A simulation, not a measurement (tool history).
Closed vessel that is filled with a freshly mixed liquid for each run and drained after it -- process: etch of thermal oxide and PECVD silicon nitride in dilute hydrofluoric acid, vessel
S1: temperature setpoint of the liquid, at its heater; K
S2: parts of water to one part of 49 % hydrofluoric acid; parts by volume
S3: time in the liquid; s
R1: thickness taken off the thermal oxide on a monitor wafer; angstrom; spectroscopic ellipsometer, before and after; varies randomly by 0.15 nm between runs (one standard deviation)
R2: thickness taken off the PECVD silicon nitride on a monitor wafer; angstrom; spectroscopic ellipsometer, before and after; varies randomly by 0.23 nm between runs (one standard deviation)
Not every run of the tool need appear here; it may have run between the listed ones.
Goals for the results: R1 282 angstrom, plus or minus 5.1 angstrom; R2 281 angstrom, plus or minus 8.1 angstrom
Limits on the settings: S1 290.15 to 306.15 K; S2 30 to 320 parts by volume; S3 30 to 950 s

run	hour	S1	S2	S3	R1	R2
1	0	298.15	175	485	132.04	153.3
2	5.6	298.15	125	485	195.08	212.03
3	11.4	298.15	170	485	135.49	158.49
4	20.3	298.15	140	470	165	189.6
5	27.6	299.65	140	470	174.27	205.12
6	35	296.65	140	470	155.69	169.79
7	43.8	296.65	120	460	182.55	196.41
# hour 47.5: thermometer replaced
8	47.5	296.65	105	455	198.12	199.7
9	50.9	297.15	95	445	220.29	218.64
10	52.2	297.65	90	435	235.43	233.77
11	53.6	298.15	85	425	249.14	249.65
12	60	298.65	80	420	267.77	273.3
13	65.2	298.15	65	410	320.97	314.32
14	66.8	298.15	70	420	303.36	294.42

Exercise: of the 4 proposed moves below, exactly one satisfies all targets within the stated allowed misses. Which move is it?
A	68.4	294.15	65	440	?	?
B	68.4	299.15	85	475	?	?
C	68.4	293.15	80	580	?	?
D	68.4	298.65	70	380	?	?

move	R1	R2
A	294.46	257.37
B	290.28	298.22
C	297.21	258.64
D	282	279.74
A: an improvement on the last run, though not all results are within tolerance
B: an improvement on the last run, though not all results are within tolerance
C: an improvement on the last run, though not all results are within tolerance
D: each result inside its tolerance
Answer: D

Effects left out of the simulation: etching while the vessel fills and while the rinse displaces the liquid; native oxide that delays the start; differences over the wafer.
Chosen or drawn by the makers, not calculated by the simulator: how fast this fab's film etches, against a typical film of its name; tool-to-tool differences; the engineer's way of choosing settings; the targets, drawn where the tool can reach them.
